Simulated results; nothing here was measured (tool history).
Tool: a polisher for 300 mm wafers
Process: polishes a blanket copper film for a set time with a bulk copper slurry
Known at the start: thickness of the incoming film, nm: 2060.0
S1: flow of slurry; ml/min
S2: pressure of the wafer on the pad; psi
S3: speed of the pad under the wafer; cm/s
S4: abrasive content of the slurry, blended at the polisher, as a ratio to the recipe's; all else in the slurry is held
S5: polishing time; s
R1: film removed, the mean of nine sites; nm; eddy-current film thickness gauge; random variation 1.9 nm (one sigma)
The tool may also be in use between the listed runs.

{"run": 1, "day": 0.0, "S1": 175, "S2": 2.9, "S3": 86, "S4": 1.0, "S5": 43, "R1": 332.09}
{"run": 2, "day": 0.354, "S1": 145, "S2": 2.9, "S3": 86, "S4": 1.0, "S5": 43, "R1": 318.62}
{"run": 3, "day": 0.504, "S1": 140, "S2": 2.8, "S3": 86, "S4": 1.0, "S5": 43, "R1": 308.5}
{"run": 4, "day": 0.554, "S1": 140, "S2": 3.4, "S3": 86, "S4": 1.0, "S5": 43, "R1": 372.9}
{"run": 5, "day": 0.688, "S1": 140, "S2": 3.4, "S3": 86, "S4": 1.0, "S5": 38, "R1": 328.63}
{"run": 6, "day": 0.717, "S1": 140, "S2": 4.0, "S3": 86, "S4": 1.0, "S5": 38, "R1": 385.12}
{"run": 7, "day": 0.921, "S1": 135, "S2": 3.7, "S3": 86, "S4": 1.0, "S5": 38, "R1": 354.32}
{"day": 1.183, "done": "slurry blender recalibrated"}
{"run": 8, "day": 1.183, "S1": 130, "S2": 3.5, "S3": 86, "S4": 1.0, "S5": 38, "R1": 340.93}

Run 9 comes next. What will it give?
{"run": 9, "day": 1.342, "S1": 130, "S2": 3.5, "S3": 86, "S4": 1.0, "S5": 38, "R1": "?"}

{"run 9": {"R1": 341.19}}
